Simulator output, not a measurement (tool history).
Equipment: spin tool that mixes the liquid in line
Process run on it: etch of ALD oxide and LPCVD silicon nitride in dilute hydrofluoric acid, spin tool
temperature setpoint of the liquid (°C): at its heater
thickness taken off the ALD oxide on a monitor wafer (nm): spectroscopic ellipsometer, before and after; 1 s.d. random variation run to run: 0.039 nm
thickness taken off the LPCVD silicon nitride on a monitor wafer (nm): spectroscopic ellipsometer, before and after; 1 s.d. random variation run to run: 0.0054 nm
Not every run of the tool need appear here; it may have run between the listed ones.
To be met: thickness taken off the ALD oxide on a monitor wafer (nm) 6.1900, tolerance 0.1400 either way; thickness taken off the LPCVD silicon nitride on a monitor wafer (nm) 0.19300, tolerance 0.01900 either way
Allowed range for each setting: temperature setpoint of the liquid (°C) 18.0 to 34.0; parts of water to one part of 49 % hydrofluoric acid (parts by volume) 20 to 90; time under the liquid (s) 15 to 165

run  hour  temperature setpoint of the liquid (°C)  parts of water to one part of 49 % hydrofluoric acid (parts by volume)  time under the liquid (s)  thickness taken off the ALD oxide on a monitor wafer (nm)  thickness taken off the LPCVD silicon nitride on a monitor wafer (nm)
  1   0.0                                     26.0                                                                      50                         85                                                    33.2570                                                                1.02000
  2   0.6                                     22.5                                                                      50                         85                                                    28.9380                                                                0.80927
  3   6.8                                     22.5                                                                      55                         80                                                    24.3650                                                                0.67188
  4  14.1                                     25.0                                                                      55                         80                                                    26.9400                                                                0.82708
  5  20.5                                     25.0                                                                      55                         95                                                    31.8270                                                                0.93808
  6  26.1                                     23.0                                                                      55                         95                                                    29.5380                                                                0.90139
  7  30.2                                     22.5                                                                      60                         90                                                    25.0220                                                                0.70954
  8  36.7                                     22.5                                                                      65                         80                                                    20.1450                                                                0.60549
  9  41.1                                     22.0                                                                      70                         75                                                    17.2190                                                                0.49722
 10  50.1                                     22.0                                                                      75                         70                                                    15.0720                                                                0.43514
 11  52.1                                     22.0                                                                      75                         65                                                    13.9990                                                                0.41430
 12  55.4                                     22.0                                                                      75                         60                                                    12.9020                                                                0.37709
 13  58.2                                     22.0                                                                      75                         55                                                    11.7850                                                                0.34130
 14  60.9                                     21.0                                                                      90                         30                                                     5.0482                                                                0.14392
 15  67.7                                     21.5                                                                      90                         30                                                     5.2272                                                                0.15300
 16  69.7                                     22.0                                                                      90                         30                                                     5.3223                                                                0.14998
     78.4  -- hydrofluoric acid flow meter replaced
 17  78.4                                     23.0                                                                      90                         30                                                     5.1490                                                                0.15695

Of the 5 settings listed for the next run, only one would bring every result within its allowed miss of target. Which one?
  A  87.1                                     29.5                                                                      90                         30                                                          ?                                                                      ?
  B  87.1                                     24.0                                                                      90                         35                                                          ?                                                                      ?
  C  87.1                                     32.5                                                                      90                         25                                                          ?                                                                      ?
  D  87.1                                     22.0                                                                      90                         40                                                          ?                                                                      ?
  E  87.1                                     22.5                                                                      80                         35                                                          ?                                                                      ?

move  thickness taken off the ALD oxide on a monitor wafer (nm)  thickness taken off the LPCVD silicon nitride on a monitor wafer (nm)
   A                                                     6.6243                                                                0.24798
   B                                                     6.2381                                                                0.20263
   C                                                     6.1772                                                                0.24933
   D                                                     6.5777                                                                0.20264
   E                                                     6.6881                                                                0.20585
A: takes the biggest miss from the last run beyond its target
B: meets every target
C: meets the target for the result that was furthest off, but another lies outside its allowed miss
D: takes the biggest miss from the last run beyond its target
E: takes the biggest miss from the last run beyond its target
So the answer is move B, the one that meets all the targets.
